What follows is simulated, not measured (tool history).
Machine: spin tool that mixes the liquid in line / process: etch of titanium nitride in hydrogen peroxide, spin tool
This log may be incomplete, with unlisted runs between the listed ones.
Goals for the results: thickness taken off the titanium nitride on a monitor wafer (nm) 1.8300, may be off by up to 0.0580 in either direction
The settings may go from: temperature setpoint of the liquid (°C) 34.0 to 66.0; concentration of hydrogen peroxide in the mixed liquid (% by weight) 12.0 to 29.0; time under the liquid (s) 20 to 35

run    day  temperature setpoint of the liquid (°C)  concentration of hydrogen peroxide in the mixed liquid (% by weight)  time under the liquid (s)  thickness taken off the titanium nitride on a monitor wafer (nm)
  1  0.000                                     50.0                                                                  19.5                         35                                                            2.6475
  2  0.254                                     56.0                                                                  19.5                         35                                                            4.1445
  3  0.550                                     61.0                                                                  19.5                         35                                                            5.8166
  4  0.708                                     58.0                                                                  19.5                         35                                                            4.7280
  5  0.817                                     55.5                                                                  19.5                         35                                                            3.9872
  6  1.196                                     55.5                                                                  23.5                         35                                                            4.0922
  7  1.533                                     47.5                                                                  23.0                         35                                                            2.3178
  8  1.867                                     47.0                                                                  23.0                         35                                                            2.2347
     2.104  -- thermometer replaced
  9  2.104                                     46.5                                                                  23.0                         35                                                            2.3934
 10  2.471                                     45.5                                                                  23.0                         35                                                            2.1626
 11  2.529                                     45.5                                                                  23.0                         35                                                            2.1717
 12  2.600                                     45.0                                                                  23.0                         35                                                            2.1071
 13  2.754                                     44.5                                                                  23.0                         35                                                            2.0260
 14  3.083                                     44.0                                                                  23.0                         35                                                            1.9224

Consider the 5 candidate settings below. Which is the only one whose results all fall within their allowed miss of target?
  A  3.412                                     44.0                                                                  26.0                         35                                                                 ?
  B  3.412                                     43.5                                                                  19.0                         35                                                                 ?
  C  3.412                                     44.0                                                                  22.0                         35                                                                 ?
  D  3.412                                     49.0                                                                  29.0                         20                                                                 ?
  E  3.412                                     44.0                                                                  26.5                         35                                                                 ?

move  thickness taken off the titanium nitride on a monitor wafer (nm)
   A                                                            1.9904
   B                                                            1.7914
   C                                                            1.9195
   D                                                            1.6852
   E                                                            1.9987
A: further off than the last run
B: in spec on every target
C: as far off as the last run
D: carries the result that was furthest off beyond its target, to the other side
E: further off than the last run
Go with B: it meets all targets.
